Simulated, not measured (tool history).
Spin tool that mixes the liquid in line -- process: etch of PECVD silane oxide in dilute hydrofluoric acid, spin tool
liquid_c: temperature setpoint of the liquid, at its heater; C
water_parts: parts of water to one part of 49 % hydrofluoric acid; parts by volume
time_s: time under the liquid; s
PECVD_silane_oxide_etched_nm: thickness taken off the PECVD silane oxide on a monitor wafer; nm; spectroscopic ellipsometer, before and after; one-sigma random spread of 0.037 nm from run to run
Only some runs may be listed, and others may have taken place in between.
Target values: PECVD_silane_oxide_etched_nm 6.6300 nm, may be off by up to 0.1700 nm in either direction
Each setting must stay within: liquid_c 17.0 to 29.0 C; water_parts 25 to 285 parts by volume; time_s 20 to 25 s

Run 1, hour 0.0: liquid_c 21.0 C, water_parts 155 parts by volume, time_s 25 s. Result: PECVD_silane_oxide_etched_nm 2.3636 nm.
Run 2, hour 4.2: liquid_c 21.0 C, water_parts 155 parts by volume, time_s 25 s. Result: PECVD_silane_oxide_etched_nm 2.3524 nm.
Run 3, hour 5.1: liquid_c 19.5 C, water_parts 155 parts by volume, time_s 25 s. Result: PECVD_silane_oxide_etched_nm 2.2298 nm.
Run 4, hour 8.6: liquid_c 19.5 C, water_parts 190 parts by volume, time_s 25 s. Result: PECVD_silane_oxide_etched_nm 1.7392 nm.
Run 5, hour 11.3: liquid_c 21.5 C, water_parts 190 parts by volume, time_s 25 s. Result: PECVD_silane_oxide_etched_nm 1.8912 nm.
Run 6, hour 12.3: liquid_c 22.5 C, water_parts 175 parts by volume, time_s 25 s. Result: PECVD_silane_oxide_etched_nm 2.1814 nm.
Run 7, hour 16.5: liquid_c 23.0 C, water_parts 160 parts by volume, time_s 25 s. Result: PECVD_silane_oxide_etched_nm 2.4653 nm.
Run 8, hour 17.9: liquid_c 23.5 C, water_parts 150 parts by volume, time_s 25 s. Result: PECVD_silane_oxide_etched_nm 2.6986 nm.
Run 9, hour 19.1: liquid_c 23.5 C, water_parts 150 parts by volume, time_s 25 s. Result: PECVD_silane_oxide_etched_nm 2.7034 nm.
Run 10, hour 27.1: liquid_c 24.0 C, water_parts 140 parts by volume, time_s 25 s. Result: PECVD_silane_oxide_etched_nm 2.9467 nm.
Run 11, hour 29.9: liquid_c 24.5 C, water_parts 130 parts by volume, time_s 25 s. Result: PECVD_silane_oxide_etched_nm 3.3153 nm.
Run 12, hour 34.1: liquid_c 25.0 C, water_parts 120 parts by volume, time_s 25 s. Result: PECVD_silane_oxide_etched_nm 3.6866 nm.
Run 13, hour 35.4: liquid_c 25.5 C, water_parts 115 parts by volume, time_s 25 s. Result: PECVD_silane_oxide_etched_nm 3.9307 nm.
Run 14, hour 37.4: liquid_c 26.0 C, water_parts 110 parts by volume, time_s 25 s. Result: PECVD_silane_oxide_etched_nm 4.3001 nm.
Run 15, hour 39.6: liquid_c 26.5 C, water_parts 105 parts by volume, time_s 25 s. Result: PECVD_silane_oxide_etched_nm 4.5965 nm.
Run 16, hour 44.8: liquid_c 27.0 C, water_parts 100 parts by volume, time_s 25 s. Result: PECVD_silane_oxide_etched_nm 4.9206 nm.

Of the 4 settings listed for the next run, only one would bring every result within its allowed miss of target. Which one?
Run A, hour 50.0: liquid_c 28.0 C, water_parts 65 parts by volume, time_s 25 s. Result: PECVD_silane_oxide_etched_nm ?.
Run B, hour 50.0: liquid_c 28.0 C, water_parts 80 parts by volume, time_s 25 s. Result: PECVD_silane_oxide_etched_nm ?.
Run C, hour 50.0: liquid_c 25.0 C, water_parts 80 parts by volume, time_s 25 s. Result: PECVD_silane_oxide_etched_nm ?.
Run D, hour 50.0: liquid_c 28.5 C, water_parts 110 parts by volume, time_s 20 s. Result: PECVD_silane_oxide_etched_nm ?.

move  PECVD_silane_oxide_etched_nm
   A                        8.3690
   B                        6.6574
   C                        5.9161
   D                        3.7894
A: takes the result that was furthest off past its target
B: meets every target
C: closes in on the targets versus the last run, not all within tolerance yet
D: misses by more than the last run did
B meets every target.
